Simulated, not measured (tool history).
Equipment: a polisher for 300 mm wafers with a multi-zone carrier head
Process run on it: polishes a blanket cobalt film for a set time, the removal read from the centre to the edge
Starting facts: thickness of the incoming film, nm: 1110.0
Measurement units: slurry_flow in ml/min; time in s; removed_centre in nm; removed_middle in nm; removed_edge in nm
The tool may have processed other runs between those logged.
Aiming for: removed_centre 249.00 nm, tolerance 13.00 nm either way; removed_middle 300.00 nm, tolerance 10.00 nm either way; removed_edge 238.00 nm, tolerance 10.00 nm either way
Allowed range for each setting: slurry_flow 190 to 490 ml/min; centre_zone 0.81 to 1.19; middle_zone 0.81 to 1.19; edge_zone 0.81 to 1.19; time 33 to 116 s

run	day	slurry_flow	centre_zone	middle_zone	edge_zone	time	removed_centre	removed_middle	removed_edge
1	0.000	315	1.00	1.00	1.00	74	323.07	317.57	318.56
2	0.104	315	0.99	1.04	0.96	70	305.30	323.03	289.07
3	0.246	315	0.96	1.04	0.93	68	280.52	305.21	273.01
4	0.550	315	0.95	1.05	0.90	67	278.93	307.01	273.40
5	0.808	315	0.87	1.05	0.90	67	256.47	299.88	260.85
6	0.846	320	0.88	1.06	0.88	66	246.51	297.12	260.89
7	1.146	230	0.98	1.16	0.94	59	244.70	281.24	236.88
8	1.367	245	0.98	1.17	0.93	59	252.64	286.66	237.86

Pick the move, out of 4, that brings all results within their allowed miss; only one does.
A	1.588	265	1.03	1.06	0.98	58	?	?	?
B	1.588	220	0.95	1.17	0.85	62	?	?	?
C	1.588	265	1.13	1.15	0.92	58	?	?	?
D	1.588	390	1.04	1.19	0.82	57	?	?	?

move	removed_centre	removed_middle	removed_edge
A	254.33	260.25	241.64
B	247.43	297.93	238.47
C	277.88	278.96	234.27
D	260.75	290.94	223.42
A: its largest miss is bigger than the last run's
B: each result inside its tolerance
C: its largest miss is bigger than the last run's
D: brings the last run's worst result on target, with another outside its allowed miss
Correct choice: B, which meets every target

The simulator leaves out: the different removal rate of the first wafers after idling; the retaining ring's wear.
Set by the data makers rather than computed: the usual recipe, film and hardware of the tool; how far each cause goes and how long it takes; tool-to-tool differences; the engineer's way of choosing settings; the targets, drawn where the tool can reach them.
